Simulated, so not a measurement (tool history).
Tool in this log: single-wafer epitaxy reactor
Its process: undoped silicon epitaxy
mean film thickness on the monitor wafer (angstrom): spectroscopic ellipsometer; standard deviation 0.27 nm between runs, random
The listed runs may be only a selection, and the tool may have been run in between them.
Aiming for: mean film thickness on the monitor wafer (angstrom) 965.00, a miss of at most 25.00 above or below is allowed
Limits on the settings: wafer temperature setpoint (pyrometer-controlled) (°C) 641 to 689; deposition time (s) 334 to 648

run	hour	wafer temperature setpoint (pyrometer-controlled) (°C)	deposition time (s)	mean film thickness on the monitor wafer (angstrom)
1	0.0	665	491	1108.00
2	4.8	665	449	1013.40
3	13.9	671	449	1170.70
4	15.3	680	449	1444.40
5	19.0	674	449	1255.60
6	24.9	674	485	1353.60
7	26.6	670	484	1232.20
8	28.9	667	483	1142.90
9	35.7	665	482	1089.70
10	40.8	664	482	1062.30
11	48.4	663	482	1034.20
12	49.7	662	482	1010.50

Consider the 5 candidate settings below. Which is the only one whose results all fall within their allowed miss of target?
A	51.0	663	505	?
B	51.0	653	571	?
C	51.0	664	478	?
D	51.0	660	448	?
E	51.0	658	480	?

move	mean film thickness on the monitor wafer (angstrom)
A	1084.40
B	960.04
C	1051.50
D	894.50
E	912.74
A: further off than the last run
B: each result inside its tolerance
C: further off than the last run
D: takes the biggest miss from the last run beyond its target
E: takes the biggest miss from the last run beyond its target
The right move is B.

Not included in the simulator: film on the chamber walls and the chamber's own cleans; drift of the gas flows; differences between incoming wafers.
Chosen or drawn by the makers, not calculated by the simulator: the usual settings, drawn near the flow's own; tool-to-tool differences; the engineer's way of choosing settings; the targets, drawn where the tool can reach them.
